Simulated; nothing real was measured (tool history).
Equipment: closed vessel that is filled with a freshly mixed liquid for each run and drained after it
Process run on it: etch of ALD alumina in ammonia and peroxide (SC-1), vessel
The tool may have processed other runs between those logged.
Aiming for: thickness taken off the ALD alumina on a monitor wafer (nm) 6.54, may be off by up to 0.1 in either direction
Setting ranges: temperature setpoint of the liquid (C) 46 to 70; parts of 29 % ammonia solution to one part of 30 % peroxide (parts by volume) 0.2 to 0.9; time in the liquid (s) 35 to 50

run,hour,temperature setpoint of the liquid (C),parts of 29 % ammonia solution to one part of 30 % peroxide (parts by volume),time in the liquid (s),thickness taken off the ALD alumina on a monitor wafer (nm)
1,0,62,0.5,50,4.8185
2,4.6,62,0.65,50,4.9354
3,10,63.5,0.65,50,5.2802
4,19,63.5,0.65,35,3.724
5,25.7,60,0.65,35,3.1078
6,34.1,60,0.5,35,3.032
7,38.9,62.5,0.5,35,3.4455
8,42.4,64.5,0.6,35,3.8703
9,43.8,66,0.65,40,4.8112
10,48.8,67,0.7,40,5.1049
11,55.7,67.5,0.75,40,5.2249

Exercise: of the 4 proposed moves below, exactly one satisfies all targets within the stated allowed misses. Which move is it?
A,62.6,67.5,0.75,50,?
B,62.6,66.5,0.9,35,?
C,62.6,66,0.9,35,?
D,62.6,68.5,0.7,35,?

move,thickness taken off the ALD alumina on a monitor wafer (nm)
A,6.5575
B,4.4468
C,4.3387
D,4.7878
A: hits every target within its allowed miss
B: further off than the last run
C: further off than the last run
D: further off than the last run
A meets every target.

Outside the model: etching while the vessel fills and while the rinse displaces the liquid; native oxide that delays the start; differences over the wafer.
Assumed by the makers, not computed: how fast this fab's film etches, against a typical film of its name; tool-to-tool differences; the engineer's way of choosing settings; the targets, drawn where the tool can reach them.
